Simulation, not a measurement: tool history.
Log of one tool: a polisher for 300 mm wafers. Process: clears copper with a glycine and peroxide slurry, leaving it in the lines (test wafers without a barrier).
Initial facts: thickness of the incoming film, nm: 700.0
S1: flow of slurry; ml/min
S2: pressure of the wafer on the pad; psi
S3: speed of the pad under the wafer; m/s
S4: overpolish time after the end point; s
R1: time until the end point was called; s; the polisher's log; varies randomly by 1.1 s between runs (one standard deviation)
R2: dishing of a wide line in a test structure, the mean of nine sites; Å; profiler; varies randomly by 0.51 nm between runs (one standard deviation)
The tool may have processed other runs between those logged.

run,hour,S1,S2,S3,S4,R1,R2
1,0,265,2.4,1.14,14,152.04,436.56
2,6.2,265,2.4,1,14,164.35,390.53
3,13.7,300,2.7,1,12,149.31,389.11
4,21.2,300,2.7,1,9,149.19,321.68
5,24,300,2.2,1,9,171.13,266.63
6,28.4,300,1.8,1,9,203.14,226.47

What will run 7 give?
7,32.8,330,2,1.16,8,?,?

{"run 7": {"R1": 171.18, "R2": 230.78}}
